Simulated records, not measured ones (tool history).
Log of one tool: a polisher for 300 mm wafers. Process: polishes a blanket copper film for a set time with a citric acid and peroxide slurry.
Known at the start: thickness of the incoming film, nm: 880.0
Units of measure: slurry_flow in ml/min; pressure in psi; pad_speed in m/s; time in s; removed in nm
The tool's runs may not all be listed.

Run 1, hour 0.0: slurry_flow 290 ml/min, pressure 2.6 psi, pad_speed 0.96 m/s, slurry_solids 1.0, time 23 s. Result: removed 51.042 nm.
Run 2, hour 2.8: slurry_flow 290 ml/min, pressure 2.6 psi, pad_speed 0.96 m/s, slurry_solids 1.1, time 23 s. Result: removed 52.260 nm.
Run 3, hour 4.7: slurry_flow 290 ml/min, pressure 3.0 psi, pad_speed 1.00 m/s, slurry_solids 1.1, time 23 s. Result: removed 63.681 nm.
Run 4, hour 11.2: slurry_flow 290 ml/min, pressure 3.3 psi, pad_speed 1.02 m/s, slurry_solids 1.1, time 23 s. Result: removed 68.951 nm.
Run 5, hour 15.6: slurry_flow 345 ml/min, pressure 3.3 psi, pad_speed 1.02 m/s, slurry_solids 1.1, time 23 s. Result: removed 70.464 nm.
Run 6, hour 19.1: slurry_flow 415 ml/min, pressure 3.3 psi, pad_speed 1.02 m/s, slurry_solids 1.1, time 23 s. Result: removed 68.829 nm.
Run 7, hour 21.9: slurry_flow 415 ml/min, pressure 3.5 psi, pad_speed 1.06 m/s, slurry_solids 1.1, time 23 s. Result: removed 75.947 nm.
Run 8, hour 28.7: slurry_flow 415 ml/min, pressure 3.6 psi, pad_speed 1.08 m/s, slurry_solids 1.1, time 23 s. Result: removed 78.275 nm.
Run 9, hour 37.0: slurry_flow 415 ml/min, pressure 3.7 psi, pad_speed 1.12 m/s, slurry_solids 1.1, time 23 s. Result: removed 83.763 nm.
Run 10, hour 39.7: slurry_flow 415 ml/min, pressure 3.8 psi, pad_speed 1.14 m/s, slurry_solids 1.1, time 23 s. Result: removed 88.251 nm.

Expected results for the next run?
Run 11, hour 48.1: slurry_flow 415 ml/min, pressure 3.9 psi, pad_speed 1.14 m/s, slurry_solids 1.1, time 23 s. Result: removed ?.

removed: 89.718 nm
